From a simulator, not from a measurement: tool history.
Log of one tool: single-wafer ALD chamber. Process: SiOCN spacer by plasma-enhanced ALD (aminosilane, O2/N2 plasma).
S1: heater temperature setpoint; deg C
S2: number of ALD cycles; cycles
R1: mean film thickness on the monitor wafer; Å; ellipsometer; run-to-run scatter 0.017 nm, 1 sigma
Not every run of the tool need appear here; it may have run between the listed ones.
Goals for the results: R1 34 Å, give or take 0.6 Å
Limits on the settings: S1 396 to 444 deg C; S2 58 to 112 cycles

{"run": 1, "hour": 0.0, "S1": 420, "S2": 85, "R1": 44.493}
{"run": 2, "hour": 6.0, "S1": 420, "S2": 90, "R1": 47.523}
{"run": 3, "hour": 9.2, "S1": 415, "S2": 90, "R1": 47.787}
{"run": 4, "hour": 10.2, "S1": 417, "S2": 82, "R1": 43.609}
{"run": 5, "hour": 16.5, "S1": 421, "S2": 76, "R1": 40.049}
{"run": 6, "hour": 25.1, "S1": 421, "S2": 88, "R1": 45.878}
{"run": 7, "hour": 31.0, "S1": 426, "S2": 81, "R1": 42.047}
{"run": 8, "hour": 37.0, "S1": 428, "S2": 76, "R1": 39.128}
{"run": 9, "hour": 43.9, "S1": 431, "S2": 73, "R1": 37.041}
{"run": 10, "hour": 44.9, "S1": 434, "S2": 72, "R1": 36.399}
{"run": 11, "hour": 46.7, "S1": 439, "S2": 66, "R1": 32.981}
{"run": 12, "hour": 50.5, "S1": 439, "S2": 66, "R1": 33.142}
{"run": 13, "hour": 55.3, "S1": 438, "S2": 66, "R1": 32.602}
{"run": 14, "hour": 56.3, "S1": 436, "S2": 66, "R1": 32.728}
{"run": 15, "hour": 63.6, "S1": 429, "S2": 68, "R1": 34.75}
{"run": 16, "hour": 67.6, "S1": 430, "S2": 68, "R1": 34.776}
{"run": 17, "hour": 74.5, "S1": 431, "S2": 68, "R1": 34.681}

Which one of the following 4 next-run settings gets every result inside its allowed miss? There is exactly one.
{"run": "A", "hour": 81.4, "S1": 427, "S2": 66, "R1": "?"}
{"run": "B", "hour": 81.4, "S1": 431, "S2": 65, "R1": "?"}
{"run": "C", "hour": 81.4, "S1": 426, "S2": 69, "R1": "?"}
{"run": "D", "hour": 81.4, "S1": 431, "S2": 64, "R1": "?"}

move=A R1=34.082
move=B R1=33.181
move=C R1=35.733
move=D R1=32.67
A: all results land within tolerance of their targets
B: pushes the last run's worst result past its target
C: misses by more than the last run did
D: pushes the last run's worst result past its target
The move that meets every target is A.
